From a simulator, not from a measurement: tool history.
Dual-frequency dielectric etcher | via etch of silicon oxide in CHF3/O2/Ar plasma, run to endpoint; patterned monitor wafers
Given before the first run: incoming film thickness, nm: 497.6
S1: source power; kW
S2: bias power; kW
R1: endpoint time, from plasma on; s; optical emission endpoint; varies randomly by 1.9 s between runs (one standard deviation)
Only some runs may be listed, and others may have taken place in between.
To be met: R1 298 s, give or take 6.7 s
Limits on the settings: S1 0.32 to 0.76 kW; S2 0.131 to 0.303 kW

run  hour    S1     S2      R1
  1     0  0.54  0.217  242.46
  2   4.3  0.51  0.211  249.88
  3   5.5  0.49  0.206  253.19
  4  13.9  0.47  0.199   262.1
  5  17.4  0.45  0.196  268.69
  6  24.3  0.45  0.182  274.89
  7  32.9  0.44  0.181  277.04
  8  41.2  0.43   0.18  280.57
  9  47.5  0.42  0.179  282.03
 10  51.5  0.41  0.178  287.49

Exercise: of the 4 proposed moves below, exactly one satisfies all targets within the stated allowed misses. Which move is it?
  A  55.5  0.42  0.181   ?
  B  55.5  0.49  0.165   ?
  C  55.5  0.36  0.182   ?
  D  55.5  0.33  0.163   ?

move      R1
   A  277.28
   B  267.75
   C  293.66
   D   312.6
A: lands further from the targets than the last run did
B: lands further from the targets than the last run did
C: all results in spec
D: pushes the last run's worst result past its target
So the answer is move C, the one that meets all the targets.
